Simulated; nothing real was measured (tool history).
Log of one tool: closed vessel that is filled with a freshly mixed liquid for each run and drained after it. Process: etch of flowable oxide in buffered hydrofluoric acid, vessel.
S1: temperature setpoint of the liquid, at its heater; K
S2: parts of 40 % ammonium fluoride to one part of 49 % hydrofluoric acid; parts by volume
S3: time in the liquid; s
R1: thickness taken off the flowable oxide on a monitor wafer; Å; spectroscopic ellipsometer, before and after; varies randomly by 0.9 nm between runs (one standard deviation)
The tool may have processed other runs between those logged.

run	hour	S1	S2	S3	R1
1	0.0	297.15	20	105	1139.5
2	3.2	299.15	20	105	1277.7
3	11.1	296.15	20	105	1077.9
4	17.8	296.15	20	110	1130.1
5	19.7	297.65	20	110	1230.0
6	27.5	297.65	20	110	1222.9
7	29.9	299.15	20	110	1334.5
8	34.9	300.15	20	110	1387.3
9	42.4	301.15	20	110	1469.0
10	45.4	302.15	20	110	1557.7

Expected results for the next run?
11	49.6	302.65	20	110	?

R1: 1612.7 Å
